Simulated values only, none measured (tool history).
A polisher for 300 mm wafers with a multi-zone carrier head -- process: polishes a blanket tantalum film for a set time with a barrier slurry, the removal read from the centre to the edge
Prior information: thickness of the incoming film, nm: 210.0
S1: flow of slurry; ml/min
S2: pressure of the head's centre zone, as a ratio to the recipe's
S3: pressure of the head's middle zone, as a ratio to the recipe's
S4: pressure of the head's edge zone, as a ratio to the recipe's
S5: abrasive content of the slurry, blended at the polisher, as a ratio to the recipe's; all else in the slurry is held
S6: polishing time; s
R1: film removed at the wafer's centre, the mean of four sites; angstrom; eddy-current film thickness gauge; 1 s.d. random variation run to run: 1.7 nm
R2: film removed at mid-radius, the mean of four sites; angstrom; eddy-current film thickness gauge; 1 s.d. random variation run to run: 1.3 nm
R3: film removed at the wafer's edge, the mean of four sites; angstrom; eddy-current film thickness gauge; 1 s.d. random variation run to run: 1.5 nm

run,hour,S1,S2,S3,S4,S5,S6,R1,R2,R3
1,0,160,1,1,1,1,49,820.74,804.72,794.81
2,1.9,180,1,1,1,1,49,807.27,809.46,804.61
3,9.5,180,1.04,1.02,1,1.15,51,940.53,911.53,895.48
4,10.2,180,0.95,1.02,1,1.15,51,848.42,909.16,875.31
5,18.2,180,1,1.05,1,1.25,52,935.84,969.47,909.5
6,24.5,180,1,1.05,0.97,1.25,52,931.41,983.37,911.3
7,27.1,185,1.04,1.06,0.98,1.3,53,1010.7,1030.2,963.8
8,35,190,1.08,1.07,0.98,1.35,53,1047.6,1047,952.18
9,38.4,195,1.1,1.07,0.99,1.4,54,1155.4,1086.7,988.81
10,43.4,195,1.1,1.07,1,1.45,55,1154.5,1102.7,1015.4

Forecast run 11:
11,51.4,200,1.11,1.07,1,1.45,56,?,?,?

{"run 11": {"R1": 1178.2, "R2": 1108.2, "R3": 1023.3}}
